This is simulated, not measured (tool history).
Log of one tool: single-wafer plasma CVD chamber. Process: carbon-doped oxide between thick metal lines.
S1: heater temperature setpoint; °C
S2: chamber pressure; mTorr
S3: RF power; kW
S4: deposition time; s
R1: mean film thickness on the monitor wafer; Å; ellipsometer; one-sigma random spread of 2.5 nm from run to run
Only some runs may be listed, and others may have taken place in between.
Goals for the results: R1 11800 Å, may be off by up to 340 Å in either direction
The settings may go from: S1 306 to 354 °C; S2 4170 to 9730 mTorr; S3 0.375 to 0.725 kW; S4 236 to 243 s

run,hour,S1,S2,S3,S4,R1
1,0,330,6950,0.55,236,13421
2,7.1,333,6800,0.52,236,12815
3,8.5,341,6800,0.52,236,12467
4,14.3,349,6800,0.52,236,12188
5,21.3,349,6800,0.52,243,12560
6,27.8,339,6800,0.52,243,12925
7,36.5,340,6720,0.5,242,12552
8,41.8,341,6650,0.485,242,12311
9,42.5,341,6650,0.485,242,12274

Next run, 4 choices. One meets every target within its allowed miss, the rest don't. Which?
A,43.2,332,5020,0.525,243,?
B,43.2,328,6080,0.405,236,?
C,43.2,336,6770,0.475,243,?
D,43.2,345,7610,0.48,236,?

move,R1
A,12938
B,11127
C,12447
D,11916
A: lands further from the targets than the last run did
B: pushes the last run's worst result past its target
C: lands further from the targets than the last run did
D: every result within its allowed miss
Correct choice: D, which meets every target
